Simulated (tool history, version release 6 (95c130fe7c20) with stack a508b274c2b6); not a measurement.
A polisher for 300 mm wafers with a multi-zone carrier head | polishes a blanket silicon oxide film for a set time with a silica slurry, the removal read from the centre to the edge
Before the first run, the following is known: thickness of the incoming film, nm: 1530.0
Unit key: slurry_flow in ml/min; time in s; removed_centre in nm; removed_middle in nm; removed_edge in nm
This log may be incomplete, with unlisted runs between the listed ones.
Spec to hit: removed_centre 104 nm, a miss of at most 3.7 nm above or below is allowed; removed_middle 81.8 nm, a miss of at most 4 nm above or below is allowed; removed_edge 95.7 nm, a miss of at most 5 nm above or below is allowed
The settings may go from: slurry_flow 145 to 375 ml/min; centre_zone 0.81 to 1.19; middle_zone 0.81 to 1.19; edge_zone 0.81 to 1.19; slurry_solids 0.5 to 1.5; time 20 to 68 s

run	hour	slurry_flow	centre_zone	middle_zone	edge_zone	slurry_solids	time	removed_centre	removed_middle	removed_edge
1	0	240	1	1	1	1	44	177.54	175.28	176.55
2	5.3	235	1.02	0.95	0.99	0.85	40	145.18	134.49	142.48
3	10.9	235	1.02	0.95	0.99	1	40	165.1	151.02	160.59
4	13.8	235	1.02	0.95	0.99	0.9	40	151.58	138.06	148.48
5	15.2	235	1.03	0.92	0.96	0.8	39	136.56	119.94	131.32
6	16.2	235	1.03	0.92	0.96	0.6	39	94.829	82.234	92.577
7	24.9	240	1.05	0.91	0.96	0.6	39	96.712	86.418	92.964
# hour 32.3: worn pad replaced by a new one
8	32.3	225	1.06	0.88	0.95	0.6	39	110.5	91.657	102.89
9	36.5	230	1.06	0.87	0.94	0.6	39	110.55	90.004	103.32
10	40.2	230	1.06	0.86	0.93	0.6	39	110.11	88.659	103.37
11	43	235	1.06	0.86	0.91	0.6	39	109.71	91.013	101.27
12	51.3	230	1.07	0.86	0.92	0.6	39	111.5	90.5	104.22

Pick the move, out of 5, that brings all results within their allowed miss; only one does.
A	59.6	235	0.98	0.85	0.94	0.8	28	?	?	?
B	59.6	150	1.01	0.81	1.06	0.65	41	?	?	?
C	59.6	250	1.12	0.9	0.91	0.65	39	?	?	?
D	59.6	255	1.05	0.81	0.89	0.6	37	?	?	?
E	59.6	150	0.95	0.81	0.97	0.6	43	?	?	?

move	removed_centre	removed_middle	removed_edge
A	103.78	88.354	102.58
B	117.85	94.124	122.14
C	132.57	103.25	112.47
D	105.5	80.475	94.662
E	103.87	88.28	109.66
A: better than the last run, though not everything is in spec
B: its largest miss is bigger than the last run's
C: its largest miss is bigger than the last run's
D: all results land within tolerance of their targets
E: its largest miss is bigger than the last run's
D meets every target.
